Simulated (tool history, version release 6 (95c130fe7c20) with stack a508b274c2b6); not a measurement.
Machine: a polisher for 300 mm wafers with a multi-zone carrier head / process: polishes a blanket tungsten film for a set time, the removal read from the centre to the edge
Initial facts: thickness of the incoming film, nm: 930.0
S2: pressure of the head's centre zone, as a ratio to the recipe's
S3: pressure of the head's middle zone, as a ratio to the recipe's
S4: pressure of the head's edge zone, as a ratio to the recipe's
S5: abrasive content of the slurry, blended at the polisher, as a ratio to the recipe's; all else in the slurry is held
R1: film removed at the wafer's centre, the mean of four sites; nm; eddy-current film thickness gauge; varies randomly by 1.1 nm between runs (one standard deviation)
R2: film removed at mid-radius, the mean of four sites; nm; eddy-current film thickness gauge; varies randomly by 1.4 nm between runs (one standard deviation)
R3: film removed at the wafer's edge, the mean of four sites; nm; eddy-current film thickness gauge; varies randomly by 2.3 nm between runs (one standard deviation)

run 1 hour=0 | flow_of_slurry_(ml/min)=205 S2=1 S3=1 S4=1 S5=1 polishing_time_(s)=30 | R1=159.95 R2=162.71 R3=156.25
run 2 hour=8.3 | flow_of_slurry_(ml/min)=215 S2=1.01 S3=1 S4=1.03 S5=1.05 polishing_time_(s)=30 | R1=163.76 R2=164.18 R3=160.79
run 3 hour=9.6 | flow_of_slurry_(ml/min)=220 S2=1.02 S3=1.01 S4=1.05 S5=1.1 polishing_time_(s)=30 | R1=165.19 R2=170.54 R3=162.89
run 4 hour=16.5 | flow_of_slurry_(ml/min)=225 S2=1.03 S3=1 S4=1.07 S5=1.15 polishing_time_(s)=30 | R1=170.22 R2=167.76 R3=165.98
run 5 hour=18.7 | flow_of_slurry_(ml/min)=230 S2=1.03 S3=1 S4=1.09 S5=1.2 polishing_time_(s)=30 | R1=172.83 R2=171.74 R3=170.3
run 6 hour=24.5 | flow_of_slurry_(ml/min)=230 S2=1.03 S3=0.94 S4=1.09 S5=1.2 polishing_time_(s)=30 | R1=173.88 R2=161.42 R3=171.72
-- hour=30.9 edge zone pressure recalibrated
run 7 hour=30.9 | flow_of_slurry_(ml/min)=230 S2=1.03 S3=0.94 S4=1.09 S5=1.2 polishing_time_(s)=30 | R1=173.31 R2=165.36 R3=176.78
run 8 hour=33.9 | flow_of_slurry_(ml/min)=235 S2=1.03 S3=0.95 S4=1.1 S5=1.2 polishing_time_(s)=30 | R1=173.38 R2=163.36 R3=176.66
run 9 hour=36.1 | flow_of_slurry_(ml/min)=240 S2=1.03 S3=0.96 S4=1.1 S5=1.2 polishing_time_(s)=30 | R1=173.69 R2=166.7 R3=174.76

Run 10 is up next; what results do you expect?
run 10 hour=40.5 | flow_of_slurry_(ml/min)=245 S2=1.03 S3=0.97 S4=1.11 S5=1.2 polishing_time_(s)=30 | R1=? R2=? R3=?

R1: 173.76 nm
R2: 167.93 nm
R3: 181.68 nm
